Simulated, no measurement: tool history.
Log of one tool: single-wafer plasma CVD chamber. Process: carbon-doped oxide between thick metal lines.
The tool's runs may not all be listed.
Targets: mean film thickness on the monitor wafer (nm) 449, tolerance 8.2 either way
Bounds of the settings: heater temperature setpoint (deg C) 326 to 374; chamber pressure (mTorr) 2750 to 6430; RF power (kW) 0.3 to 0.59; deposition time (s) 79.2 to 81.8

| run | hour | heater temperature setpoint (deg C) | chamber pressure (mTorr) | RF power (kW) | deposition time (s) | mean film thickness on the monitor wafer (nm) |
|---|---|---|---|---|---|---|
| 1 | 0 | 350 | 4590 | 0.445 | 79.2 | 353.04 |
| 2 | 4.7 | 347 | 4980 | 0.475 | 79.4 | 380.69 |
| 3 | 11.7 | 347 | 4980 | 0.44 | 79.4 | 357.68 |
| 4 | 12.7 | 345 | 5270 | 0.47 | 79.6 | 387.55 |
| 5 | 16.4 | 345 | 5270 | 0.505 | 79.6 | 402.49 |
| 6 | 24.3 | 345 | 5830 | 0.505 | 79.6 | 415.77 |
| 7 | 29.9 | 343 | 6010 | 0.51 | 79.6 | 414.81 |
| 8 | 33.8 | 343 | 6070 | 0.525 | 79.7 | 422.09 |
| 9 | 39.5 | 343 | 6140 | 0.535 | 79.8 | 434.51 |
| 10 | 40.8 | 343 | 6220 | 0.54 | 79.8 | 435.31 |

Which single option among these 5 for the next run brings every result within its allowed miss of target? Just one does.
| A | 42.1 | 338 | 6400 | 0.49 | 79.5 | ? |
| B | 42.1 | 347 | 6430 | 0.515 | 80.1 | ? |
| C | 42.1 | 344 | 6390 | 0.525 | 79.2 | ? |
| D | 42.1 | 340 | 6200 | 0.57 | 79.2 | ? |
| E | 42.1 | 342 | 6050 | 0.525 | 79.2 | ? |

| move | mean film thickness on the monitor wafer (nm) |
|---|---|
| A | 418.93 |
| B | 423.88 |
| C | 428.16 |
| D | 455.79 |
| E | 428.18 |
A: moves away from the targets compared with the last run
B: moves away from the targets compared with the last run
C: moves away from the targets compared with the last run
D: meets every target
E: moves away from the targets compared with the last run
Correct choice: D, which meets every target

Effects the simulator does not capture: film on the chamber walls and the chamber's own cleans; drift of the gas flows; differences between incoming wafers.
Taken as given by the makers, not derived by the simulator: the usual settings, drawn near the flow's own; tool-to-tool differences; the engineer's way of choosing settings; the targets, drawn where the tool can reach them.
